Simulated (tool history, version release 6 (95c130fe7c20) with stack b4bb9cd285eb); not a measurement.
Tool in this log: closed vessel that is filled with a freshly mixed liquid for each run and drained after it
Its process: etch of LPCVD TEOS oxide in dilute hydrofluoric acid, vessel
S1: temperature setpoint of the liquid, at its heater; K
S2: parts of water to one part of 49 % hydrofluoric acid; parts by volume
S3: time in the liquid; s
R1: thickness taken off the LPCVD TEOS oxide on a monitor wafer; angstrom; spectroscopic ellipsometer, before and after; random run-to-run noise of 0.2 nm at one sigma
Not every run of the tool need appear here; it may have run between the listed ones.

run	hour	S1	S2	S3	R1
1	0	297.15	85	65	192.93
2	3.8	299.15	80	65	225.22
3	5.6	300.65	75	65	253.91
4	8.4	303.65	75	65	288.06
5	13.5	304.15	75	65	291.38
6	19.9	304.15	95	65	221.83
7	22.5	304.65	90	65	243.61
8	24.1	305.15	60	65	387.68
9	27.7	304.65	60	65	381.51
10	30	304.15	60	65	372.73
11	37.5	303.65	60	65	366.3

Run 12 has not been measured yet. What should we expect?
12	44.8	303.15	60	65	?

Run 12 gave R1 355.65 angstrom.

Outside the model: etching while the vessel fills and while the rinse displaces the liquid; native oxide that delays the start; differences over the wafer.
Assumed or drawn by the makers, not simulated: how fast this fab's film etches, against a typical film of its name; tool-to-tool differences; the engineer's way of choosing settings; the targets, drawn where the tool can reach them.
